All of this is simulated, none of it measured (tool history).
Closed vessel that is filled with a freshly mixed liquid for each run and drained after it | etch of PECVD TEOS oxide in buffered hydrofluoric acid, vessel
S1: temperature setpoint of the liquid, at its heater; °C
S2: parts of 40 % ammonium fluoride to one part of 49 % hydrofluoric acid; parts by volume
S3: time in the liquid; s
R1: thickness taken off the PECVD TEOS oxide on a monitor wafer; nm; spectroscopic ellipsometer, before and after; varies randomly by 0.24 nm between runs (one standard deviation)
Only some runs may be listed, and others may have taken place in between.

run	hour	S1	S2	S3	R1
1	0.0	23.0	20.0	30	33.900
2	2.3	19.5	20.0	30	28.253
3	9.5	18.0	20.0	30	25.900
4	13.8	21.0	19.5	30	31.641
5	21.9	23.5	19.0	30	37.074
6	28.3	23.5	19.0	30	37.259
7	36.0	25.5	19.0	30	41.277
8	36.5	27.0	18.5	30	45.782
9	40.1	27.0	18.5	30	46.004
10	46.7	28.0	18.5	30	48.777
11	55.2	28.5	18.5	30	49.665

For run 12, what comes out?
12	64.0	29.0	18.5	30	?

Run 12 gave R1 50.897 nm.
